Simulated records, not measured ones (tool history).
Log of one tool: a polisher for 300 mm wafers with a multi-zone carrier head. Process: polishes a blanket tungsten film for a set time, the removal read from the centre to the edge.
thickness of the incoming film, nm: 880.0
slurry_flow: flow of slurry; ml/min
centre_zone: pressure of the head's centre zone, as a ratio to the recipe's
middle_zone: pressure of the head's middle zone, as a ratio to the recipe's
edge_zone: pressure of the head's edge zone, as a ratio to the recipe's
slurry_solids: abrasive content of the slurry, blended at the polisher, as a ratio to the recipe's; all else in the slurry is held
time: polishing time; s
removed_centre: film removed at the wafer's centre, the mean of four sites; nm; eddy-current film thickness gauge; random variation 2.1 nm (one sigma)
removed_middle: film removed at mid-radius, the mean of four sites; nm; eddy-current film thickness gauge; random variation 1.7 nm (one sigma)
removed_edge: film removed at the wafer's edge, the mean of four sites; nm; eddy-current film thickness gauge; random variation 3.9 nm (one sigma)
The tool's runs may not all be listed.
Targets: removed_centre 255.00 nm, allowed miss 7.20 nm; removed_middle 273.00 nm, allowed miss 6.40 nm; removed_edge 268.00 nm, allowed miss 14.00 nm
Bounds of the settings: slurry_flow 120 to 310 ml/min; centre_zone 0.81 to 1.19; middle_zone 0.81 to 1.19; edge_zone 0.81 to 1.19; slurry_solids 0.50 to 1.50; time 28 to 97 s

Run 1, hour 0.0: slurry_flow 200 ml/min, centre_zone 1.00, middle_zone 1.00, edge_zone 1.00, slurry_solids 1.00, time 62 s. Result: removed_centre 325.94 nm, removed_middle 314.82 nm, removed_edge 329.77 nm.
Run 2, hour 1.3: slurry_flow 200 ml/min, centre_zone 1.00, middle_zone 1.00, edge_zone 1.09, slurry_solids 1.00, time 62 s. Result: removed_centre 321.20 nm, removed_middle 318.06 nm, removed_edge 341.46 nm.
Run 3, hour 9.8: slurry_flow 200 ml/min, centre_zone 1.00, middle_zone 1.00, edge_zone 1.09, slurry_solids 1.15, time 62 s. Result: removed_centre 337.44 nm, removed_middle 326.40 nm, removed_edge 342.48 nm.
Run 4, hour 18.2: slurry_flow 200 ml/min, centre_zone 0.98, middle_zone 1.00, edge_zone 1.04, slurry_solids 1.10, time 60 s. Result: removed_centre 316.29 nm, removed_middle 314.25 nm, removed_edge 329.56 nm.
Run 5, hour 20.9: slurry_flow 195 ml/min, centre_zone 0.98, middle_zone 1.01, edge_zone 1.01, slurry_solids 1.00, time 59 s. Result: removed_centre 299.31 nm, removed_middle 303.57 nm, removed_edge 306.45 nm.
Run 6, hour 27.6: slurry_flow 195 ml/min, centre_zone 0.98, middle_zone 1.06, edge_zone 1.01, slurry_solids 1.00, time 59 s. Result: removed_centre 301.80 nm, removed_middle 315.97 nm, removed_edge 308.16 nm.
Run 7, hour 30.7: slurry_flow 185 ml/min, centre_zone 0.97, middle_zone 1.05, edge_zone 0.98, slurry_solids 0.95, time 59 s. Result: removed_centre 291.67 nm, removed_middle 306.70 nm, removed_edge 308.85 nm.
Run 8, hour 36.7: slurry_flow 195 ml/min, centre_zone 0.96, middle_zone 1.04, edge_zone 0.96, slurry_solids 0.90, time 58 s. Result: removed_centre 285.72 nm, removed_middle 302.21 nm, removed_edge 291.48 nm.
Run 9, hour 41.6: slurry_flow 190 ml/min, centre_zone 0.95, middle_zone 1.03, edge_zone 0.94, slurry_solids 0.85, time 58 s. Result: removed_centre 278.82 nm, removed_middle 291.53 nm, removed_edge 288.45 nm.
Run 10, hour 46.4: slurry_flow 185 ml/min, centre_zone 0.94, middle_zone 1.03, edge_zone 0.92, slurry_solids 0.85, time 58 s. Result: removed_centre 274.67 nm, removed_middle 288.85 nm, removed_edge 277.71 nm.
Run 11, hour 53.8: slurry_flow 175 ml/min, centre_zone 0.93, middle_zone 1.03, edge_zone 0.92, slurry_solids 0.85, time 58 s. Result: removed_centre 271.09 nm, removed_middle 286.79 nm, removed_edge 277.05 nm.
Run 12, hour 56.3: slurry_flow 165 ml/min, centre_zone 0.92, middle_zone 1.03, edge_zone 0.92, slurry_solids 0.85, time 58 s. Result: removed_centre 261.91 nm, removed_middle 283.03 nm, removed_edge 273.48 nm.
Run 13, hour 63.5: slurry_flow 160 ml/min, centre_zone 0.92, middle_zone 1.03, edge_zone 0.92, slurry_solids 0.85, time 58 s. Result: removed_centre 262.86 nm, removed_middle 281.95 nm, removed_edge 275.19 nm.
Run 14, hour 64.1: slurry_flow 155 ml/min, centre_zone 0.92, middle_zone 1.03, edge_zone 0.92, slurry_solids 0.85, time 58 s. Result: removed_centre 261.89 nm, removed_middle 283.18 nm, removed_edge 269.87 nm.

Which of these 4 next moves meets every target?
Run A, hour 64.7: slurry_flow 175 ml/min, centre_zone 0.97, middle_zone 1.01, edge_zone 0.89, slurry_solids 0.95, time 57 s. Result: removed_centre ?, removed_middle ?, removed_edge ?.
Run B, hour 64.7: slurry_flow 210 ml/min, centre_zone 0.92, middle_zone 1.02, edge_zone 0.95, slurry_solids 0.85, time 54 s. Result: removed_centre ?, removed_middle ?, removed_edge ?.
Run C, hour 64.7: slurry_flow 145 ml/min, centre_zone 0.86, middle_zone 1.05, edge_zone 0.81, slurry_solids 1.10, time 53 s. Result: removed_centre ?, removed_middle ?, removed_edge ?.
Run D, hour 64.7: slurry_flow 120 ml/min, centre_zone 0.99, middle_zone 1.10, edge_zone 0.81, slurry_solids 1.05, time 55 s. Result: removed_centre ?, removed_middle ?, removed_edge ?.

move  removed_centre  removed_middle  removed_edge
   A          281.39          283.35        271.98
   B          258.27          273.01        265.81
   C          233.21          269.03        242.58
   D          254.92          272.85        240.71
A: further off than the last run
B: meets every target
C: brings the result that was furthest off to its target, and leaves another outside
D: brings the result that was furthest off to its target, and leaves another outside
Move B is the one to make.
